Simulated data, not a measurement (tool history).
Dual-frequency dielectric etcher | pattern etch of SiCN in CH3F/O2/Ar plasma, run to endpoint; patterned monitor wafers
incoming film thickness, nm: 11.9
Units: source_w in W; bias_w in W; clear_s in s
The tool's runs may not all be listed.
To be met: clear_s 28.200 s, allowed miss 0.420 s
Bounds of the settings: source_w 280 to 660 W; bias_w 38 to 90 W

run 1 day=0.000 | source_w=470 bias_w=64 | clear_s=30.655
run 2 day=0.317 | source_w=470 bias_w=71 | clear_s=29.545
run 3 day=0.400 | source_w=510 bias_w=71 | clear_s=28.808
run 4 day=0.621 | source_w=460 bias_w=71 | clear_s=29.892
run 5 day=0.825 | source_w=380 bias_w=71 | clear_s=31.133
-- day=1.200 source power generator calibrated
run 6 day=1.200 | source_w=380 bias_w=60 | clear_s=33.311
run 7 day=1.379 | source_w=420 bias_w=61 | clear_s=32.058
run 8 day=1.562 | source_w=450 bias_w=62 | clear_s=31.258

Which of these 5 next moves meets every target?
run A day=1.746 | source_w=440 bias_w=70 | clear_s=?
run B day=1.746 | source_w=610 bias_w=63 | clear_s=?
run C day=1.746 | source_w=660 bias_w=73 | clear_s=?
run D day=1.746 | source_w=660 bias_w=66 | clear_s=?
run E day=1.746 | source_w=440 bias_w=57 | clear_s=?

move=A clear_s=30.007
move=B clear_s=28.361
move=C clear_s=26.179
move=D clear_s=27.197
move=E clear_s=32.464
A: nearer than the last run, and not there yet
B: meets every target
C: takes the result that was furthest off past its target
D: takes the result that was furthest off past its target
E: further off than the last run
The right move is B.
